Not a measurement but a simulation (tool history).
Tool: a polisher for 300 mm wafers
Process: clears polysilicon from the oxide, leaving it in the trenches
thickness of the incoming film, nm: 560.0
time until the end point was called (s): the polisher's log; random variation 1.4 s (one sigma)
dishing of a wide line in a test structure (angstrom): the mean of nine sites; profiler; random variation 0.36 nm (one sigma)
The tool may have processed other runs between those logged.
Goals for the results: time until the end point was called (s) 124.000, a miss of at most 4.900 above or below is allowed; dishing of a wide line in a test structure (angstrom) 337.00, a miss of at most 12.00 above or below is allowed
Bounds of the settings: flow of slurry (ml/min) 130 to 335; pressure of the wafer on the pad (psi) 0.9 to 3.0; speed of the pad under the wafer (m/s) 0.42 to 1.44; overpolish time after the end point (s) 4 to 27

run	hour	flow of slurry (ml/min)	pressure of the wafer on the pad (psi)	speed of the pad under the wafer (m/s)	overpolish time after the end point (s)	time until the end point was called (s)	dishing of a wide line in a test structure (angstrom)
1	0.0	215	1.9	0.92	14	52.440	492.38
2	2.1	215	1.6	0.82	11	67.309	420.34
3	7.3	215	1.2	0.82	11	88.888	374.14
4	9.7	215	1.2	0.82	16	89.229	438.35
5	12.7	250	1.2	0.82	16	87.168	446.40
6	14.1	250	1.2	0.82	20	84.514	478.26
7	20.2	250	1.2	0.82	20	86.623	473.53
8	26.7	245	1.1	0.76	16	99.427	414.91
9	28.3	245	1.0	0.74	14	111.540	370.57
10	35.7	245	1.0	0.74	14	113.600	367.31

Next run, 4 choices. One meets every target within its allowed miss, the rest don't. Which?
A	43.1	185	1.0	0.58	14	?	?
B	43.1	245	1.0	0.58	14	?	?
C	43.1	280	1.0	0.62	11	?	?
D	43.1	205	1.3	0.46	13	?	?

move	time until the end point was called (s)	dishing of a wide line in a test structure (angstrom)
A	136.460	332.54
B	131.530	339.65
C	123.880	304.67
D	121.950	339.95
A: brings the result that was furthest off to its target, and leaves another outside
B: brings the result that was furthest off to its target, and leaves another outside
C: pushes the last run's worst result past its target
D: every result lands within tolerance
The move that meets every target is D.

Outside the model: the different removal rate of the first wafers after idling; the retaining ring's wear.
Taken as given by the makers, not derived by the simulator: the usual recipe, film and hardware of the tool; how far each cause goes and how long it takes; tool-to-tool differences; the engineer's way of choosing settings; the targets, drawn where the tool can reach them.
